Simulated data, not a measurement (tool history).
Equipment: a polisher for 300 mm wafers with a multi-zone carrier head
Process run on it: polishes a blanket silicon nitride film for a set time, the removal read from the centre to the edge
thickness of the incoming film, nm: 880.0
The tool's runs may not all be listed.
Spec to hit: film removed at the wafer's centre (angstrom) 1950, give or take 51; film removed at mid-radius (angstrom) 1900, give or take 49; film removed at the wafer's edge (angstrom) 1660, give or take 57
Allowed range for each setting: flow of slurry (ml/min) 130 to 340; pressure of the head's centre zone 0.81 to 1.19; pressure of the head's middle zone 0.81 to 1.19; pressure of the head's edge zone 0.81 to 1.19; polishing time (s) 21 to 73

run	day	flow of slurry (ml/min)	pressure of the head's centre zone	pressure of the head's middle zone	pressure of the head's edge zone	polishing time (s)	film removed at the wafer's centre (angstrom)	film removed at mid-radius (angstrom)	film removed at the wafer's edge (angstrom)
1	0	220	1	1	1	47	1179.5	1186.1	1216.5
2	0.292	240	1.05	1.05	1.01	51	1366.2	1375.7	1300
3	0.404	240	1.05	1.05	1.01	61	1615.4	1640.6	1585.4
4	0.729	255	1.08	1.07	1.03	61	1673.7	1676.2	1618.8
5	0.892	265	1.11	1.1	1.03	61	1729.7	1728.2	1628.8
6	1.254	275	1.13	1.12	1.02	61	1770.2	1761	1612.9
7	1.621	285	1.15	1.13	1.02	61	1799.8	1775.2	1609.3
8	1.742	290	1.16	1.14	1.01	62	1846.8	1820.4	1632.1

Of the 5 settings listed for the next run, only one would bring every result within its allowed miss of target. Which one?
A	1.862	315	1.16	1.12	0.93	65	?	?	?
B	1.862	265	0.96	1.03	1	65	?	?	?
C	1.862	290	1.15	1.11	1.02	62	?	?	?
D	1.862	340	1.06	1.01	0.99	65	?	?	?
E	1.862	335	1.01	1.19	0.97	63	?	?	?

move	film removed at the wafer's centre (angstrom)	film removed at mid-radius (angstrom)	film removed at the wafer's edge (angstrom)
A	1965	1893.1	1633.5
B	1632.3	1741.6	1669.3
C	1843	1778	1618.2
D	1828.5	1758.4	1693.9
E	1699	1938.1	1620.6
A: every result within its allowed miss
B: lands further from the targets than the last run did
C: lands further from the targets than the last run did
D: lands further from the targets than the last run did
E: lands further from the targets than the last run did
A meets every target.
